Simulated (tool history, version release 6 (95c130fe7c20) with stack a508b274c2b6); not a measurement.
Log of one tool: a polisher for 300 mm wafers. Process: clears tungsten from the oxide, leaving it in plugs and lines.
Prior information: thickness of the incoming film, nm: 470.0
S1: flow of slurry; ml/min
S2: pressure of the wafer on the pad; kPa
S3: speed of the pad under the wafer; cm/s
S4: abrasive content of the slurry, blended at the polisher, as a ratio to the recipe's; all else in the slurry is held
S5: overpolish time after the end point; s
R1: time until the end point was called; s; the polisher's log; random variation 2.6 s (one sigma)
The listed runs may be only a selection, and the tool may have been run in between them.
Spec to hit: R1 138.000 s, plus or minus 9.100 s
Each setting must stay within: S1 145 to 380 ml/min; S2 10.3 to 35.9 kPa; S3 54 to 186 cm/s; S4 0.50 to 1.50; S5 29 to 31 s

Run 1, hour 0.0: S1 245 ml/min, S2 22.8 kPa, S3 118 cm/s, S4 1.00, S5 29 s. Result: R1 90.819 s.
Run 2, hour 4.6: S1 245 ml/min, S2 21.4 kPa, S3 116 cm/s, S4 1.00, S5 29 s. Result: R1 100.070 s.
Run 3, hour 10.3: S1 245 ml/min, S2 20.0 kPa, S3 116 cm/s, S4 1.00, S5 29 s. Result: R1 107.280 s.
Run 4, hour 16.1: S1 245 ml/min, S2 20.0 kPa, S3 136 cm/s, S4 1.00, S5 29 s. Result: R1 92.488 s.
Run 5, hour 23.5: S1 245 ml/min, S2 20.0 kPa, S3 136 cm/s, S4 1.00, S5 29 s. Result: R1 90.562 s.
Run 6, hour 26.7: S1 245 ml/min, S2 18.6 kPa, S3 134 cm/s, S4 1.00, S5 29 s. Result: R1 97.200 s.
Run 7, hour 33.5: S1 245 ml/min, S2 17.2 kPa, S3 132 cm/s, S4 1.00, S5 29 s. Result: R1 105.030 s.
Run 8, hour 37.2: S1 245 ml/min, S2 11.0 kPa, S3 128 cm/s, S4 1.00, S5 29 s. Result: R1 170.020 s.
Run 9, hour 40.7: S1 245 ml/min, S2 14.5 kPa, S3 130 cm/s, S4 1.00, S5 29 s. Result: R1 127.370 s.

Which single option among these 5 for the next run brings every result within its allowed miss of target? Just one does.
Run A, hour 44.2: S1 275 ml/min, S2 15.2 kPa, S3 110 cm/s, S4 0.95, S5 31 s. Result: R1 ?.
Run B, hour 44.2: S1 280 ml/min, S2 13.1 kPa, S3 164 cm/s, S4 1.00, S5 29 s. Result: R1 ?.
Run C, hour 44.2: S1 265 ml/min, S2 17.2 kPa, S3 138 cm/s, S4 1.00, S5 29 s. Result: R1 ?.
Run D, hour 44.2: S1 165 ml/min, S2 17.2 kPa, S3 134 cm/s, S4 1.10, S5 29 s. Result: R1 ?.
Run E, hour 44.2: S1 240 ml/min, S2 14.5 kPa, S3 138 cm/s, S4 1.05, S5 30 s. Result: R1 ?.

move       R1
   A  136.560
   B  111.370
   C   99.531
   D  106.200
   E  117.250
A: hits every target within its allowed miss
B: lands further from the targets than the last run did
C: lands further from the targets than the last run did
D: lands further from the targets than the last run did
E: lands further from the targets than the last run did
Move A is the one to make.

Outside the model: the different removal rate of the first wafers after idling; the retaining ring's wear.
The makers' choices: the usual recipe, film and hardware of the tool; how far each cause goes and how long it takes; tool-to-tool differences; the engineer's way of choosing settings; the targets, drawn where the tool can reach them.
